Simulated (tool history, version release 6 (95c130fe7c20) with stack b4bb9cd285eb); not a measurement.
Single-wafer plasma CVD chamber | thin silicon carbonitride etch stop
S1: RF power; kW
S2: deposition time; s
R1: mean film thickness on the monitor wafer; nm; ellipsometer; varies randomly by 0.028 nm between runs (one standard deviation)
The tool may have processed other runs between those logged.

run,hour,S1,S2,R1
1,0,0.24,27.2,15.517
2,4.4,0.24,30.1,17.077
3,11,0.24,32.9,18.643
4,12.5,0.24,29.4,16.667
5,21.2,0.24,32.8,18.711
6,28.8,0.24,29.1,16.53
7,36.9,0.23,28.4,15.934
8,39.5,0.22,27.8,15.371

What will run 9 give?
9,44.4,0.215,27.4,?

Run 9 gave R1 15.073 nm.
